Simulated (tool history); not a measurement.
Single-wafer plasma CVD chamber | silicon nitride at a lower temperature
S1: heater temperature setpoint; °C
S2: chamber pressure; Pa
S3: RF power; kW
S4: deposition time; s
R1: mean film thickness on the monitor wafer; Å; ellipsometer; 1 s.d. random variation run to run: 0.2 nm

run	hour	S1	S2	S3	S4	R1
1	0.0	340	243	0.255	42.3	469.76
2	6.2	340	227	0.240	42.3	434.35
3	7.9	336	227	0.240	42.3	435.84
4	9.0	330	227	0.240	42.3	432.69
5	14.4	330	227	0.240	43.6	448.38
6	21.2	330	213	0.230	43.5	415.99
7	27.9	330	201	0.225	43.5	402.32
8	31.1	330	191	0.225	43.5	388.33
9	37.7	330	145	0.215	43.4	319.04
10	39.0	330	151	0.215	43.4	326.81
11	47.5	330	155	0.215	43.4	330.89

Run 12, settings as shown, results not yet in. Your forecast:
12	49.0	330	159	0.215	43.4	?

Run 12 produced R1 338.85 Å.

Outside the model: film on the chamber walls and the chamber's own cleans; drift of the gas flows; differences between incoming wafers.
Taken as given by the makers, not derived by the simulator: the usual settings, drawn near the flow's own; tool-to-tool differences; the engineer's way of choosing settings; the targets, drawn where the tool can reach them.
